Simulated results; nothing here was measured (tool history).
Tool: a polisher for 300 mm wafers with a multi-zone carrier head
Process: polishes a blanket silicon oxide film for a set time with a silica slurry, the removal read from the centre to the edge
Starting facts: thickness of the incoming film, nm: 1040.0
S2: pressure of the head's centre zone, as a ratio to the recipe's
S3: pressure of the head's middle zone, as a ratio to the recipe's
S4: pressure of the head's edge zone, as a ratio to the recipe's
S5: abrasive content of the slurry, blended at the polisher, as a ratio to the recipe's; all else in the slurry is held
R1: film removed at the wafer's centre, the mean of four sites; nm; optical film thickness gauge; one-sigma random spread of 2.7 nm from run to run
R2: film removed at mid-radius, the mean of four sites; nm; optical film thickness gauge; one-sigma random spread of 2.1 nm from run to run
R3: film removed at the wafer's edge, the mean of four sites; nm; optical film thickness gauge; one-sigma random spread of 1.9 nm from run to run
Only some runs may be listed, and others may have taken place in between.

{"run": 1, "hour": 0.0, "flow of slurry (ml/min)": 315, "S2": 1, "S3": 1, "S4": 1, "S5": 1, "polishing time (s)": 51, "R1": 133.28, "R2": 126.74, "R3": 131.13}
{"run": 2, "hour": 6.6, "flow of slurry (ml/min)": 320, "S2": 1.05, "S3": 0.99, "S4": 1.03, "S5": 1.15, "polishing time (s)": 52, "R1": 145.92, "R2": 136.08, "R3": 142.52}
{"run": 3, "hour": 10.7, "flow of slurry (ml/min)": 320, "S2": 1.05, "S3": 0.99, "S4": 1.06, "S5": 1.15, "polishing time (s)": 52, "R1": 148.52, "R2": 138.46, "R3": 142.69}
{"run": 4, "hour": 19.3, "flow of slurry (ml/min)": 320, "S2": 1.05, "S3": 0.99, "S4": 1.06, "S5": 1.15, "polishing time (s)": 60, "R1": 175.68, "R2": 161.03, "R3": 161.48}
{"run": 5, "hour": 27.2, "flow of slurry (ml/min)": 320, "S2": 1.05, "S3": 0.99, "S4": 1.06, "S5": 1.15, "polishing time (s)": 69, "R1": 193.15, "R2": 180.91, "R3": 186.69}
{"run": 6, "hour": 32.0, "flow of slurry (ml/min)": 320, "S2": 1.05, "S3": 0.99, "S4": 1.13, "S5": 1.15, "polishing time (s)": 69, "R1": 196.25, "R2": 181.32, "R3": 194.51}

The next listed run, before its measurement:
{"run": 7, "hour": 35.0, "flow of slurry (ml/min)": 320, "S2": 1.08, "S3": 0.96, "S4": 1.12, "S5": 1.15, "polishing time (s)": 69, "R1": "?", "R2": "?", "R3": "?"}

For run 7 the tool returned R1 203.3 nm, R2 175.83 nm, R3 197.05 nm.
